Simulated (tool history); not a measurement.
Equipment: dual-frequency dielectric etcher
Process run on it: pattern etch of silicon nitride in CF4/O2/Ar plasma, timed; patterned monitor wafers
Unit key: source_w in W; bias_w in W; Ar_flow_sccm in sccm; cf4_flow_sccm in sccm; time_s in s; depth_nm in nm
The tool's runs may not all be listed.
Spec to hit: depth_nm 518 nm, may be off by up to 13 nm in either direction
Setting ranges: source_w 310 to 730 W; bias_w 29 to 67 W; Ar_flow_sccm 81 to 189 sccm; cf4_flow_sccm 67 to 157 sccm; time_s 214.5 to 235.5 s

run 1 hour=0 | source_w=520 bias_w=48 Ar_flow_sccm=135 cf4_flow_sccm=112 time_s=235.5 | depth_nm=451.19
run 2 hour=6.5 | source_w=540 bias_w=48 Ar_flow_sccm=135 cf4_flow_sccm=112 time_s=235.5 | depth_nm=463.01
run 3 hour=13.2 | source_w=540 bias_w=48 Ar_flow_sccm=135 cf4_flow_sccm=112 time_s=235.5 | depth_nm=468.76
run 4 hour=14.5 | source_w=540 bias_w=48 Ar_flow_sccm=135 cf4_flow_sccm=112 time_s=214.5 | depth_nm=425.44
run 5 hour=19.5 | source_w=580 bias_w=48 Ar_flow_sccm=135 cf4_flow_sccm=112 time_s=214.5 | depth_nm=453.39
run 6 hour=20.5 | source_w=610 bias_w=48 Ar_flow_sccm=135 cf4_flow_sccm=112 time_s=214.5 | depth_nm=472.32
run 7 hour=22.2 | source_w=630 bias_w=48 Ar_flow_sccm=135 cf4_flow_sccm=112 time_s=214.5 | depth_nm=487.92
run 8 hour=29.1 | source_w=640 bias_w=48 Ar_flow_sccm=135 cf4_flow_sccm=112 time_s=214.5 | depth_nm=485.35

Of the 4 settings listed for the next run, only one would bring every result within its allowed miss of target. Which one?
run A hour=36 | source_w=670 bias_w=48 Ar_flow_sccm=127 cf4_flow_sccm=110 time_s=217.5 | depth_nm=?
run B hour=36 | source_w=670 bias_w=53 Ar_flow_sccm=141 cf4_flow_sccm=109 time_s=226 | depth_nm=?
run C hour=36 | source_w=680 bias_w=47 Ar_flow_sccm=159 cf4_flow_sccm=84 time_s=221.5 | depth_nm=?
run D hour=36 | source_w=730 bias_w=36 Ar_flow_sccm=151 cf4_flow_sccm=115 time_s=235.5 | depth_nm=?

move=A depth_nm=519.69
move=B depth_nm=552.59
move=C depth_nm=491.86
move=D depth_nm=538.96
A: each result inside its tolerance
B: the result that was furthest off in the last run now lies on the other side of its target
C: closer than the last run, but not yet in spec
D: the result that was furthest off in the last run now lies on the other side of its target
A is the move that brings every result within its allowed miss.
